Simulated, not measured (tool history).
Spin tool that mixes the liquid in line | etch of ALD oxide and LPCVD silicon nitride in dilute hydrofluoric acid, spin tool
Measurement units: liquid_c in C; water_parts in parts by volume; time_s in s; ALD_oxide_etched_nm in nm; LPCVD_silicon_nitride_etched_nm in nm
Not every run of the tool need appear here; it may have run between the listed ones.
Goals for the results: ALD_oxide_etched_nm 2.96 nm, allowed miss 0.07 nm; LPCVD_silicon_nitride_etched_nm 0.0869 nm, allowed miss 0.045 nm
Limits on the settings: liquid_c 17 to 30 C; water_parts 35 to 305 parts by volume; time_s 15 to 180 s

run	hour	liquid_c	water_parts	time_s	ALD_oxide_etched_nm	LPCVD_silicon_nitride_etched_nm
1	0	22	170	90	7.4644	0.25899
2	2.9	22	170	110	9.1811	0.27313
3	11.7	21	205	110	7.1193	0.23448
4	16.7	24	205	110	8.0141	0.29545
5	25.6	22.5	230	110	6.6417	0.20568
6	26.4	22.5	255	110	5.7982	0.181
7	34	21.5	265	105	4.9807	0.17552
8	40.1	20.5	275	100	4.4107	0.12689
9	43.2	20.5	275	100	4.4004	0.1878
10	48.5	17	305	95	3.2073	0.11865
11	49.8	17	305	90	3.0763	0.078118

Which single option among these 5 for the next run brings every result within its allowed miss of target? Just one does.
A	51.1	17	225	60	?	?
B	51.1	17	130	35	?	?
C	51.1	17	300	90	?	?
D	51.1	17	185	50	?	?
E	51.1	18	235	65	?	?

move	ALD_oxide_etched_nm	LPCVD_silicon_nitride_etched_nm
A	2.9637	0.063319
B	3.2717	0.062573
C	3.1252	0.072215
D	3.1152	0.063645
E	3.1678	0.070323
A: meets every target
B: its largest miss is bigger than the last run's
C: its largest miss is bigger than the last run's
D: its largest miss is bigger than the last run's
E: its largest miss is bigger than the last run's
Correct choice: A, which meets every target
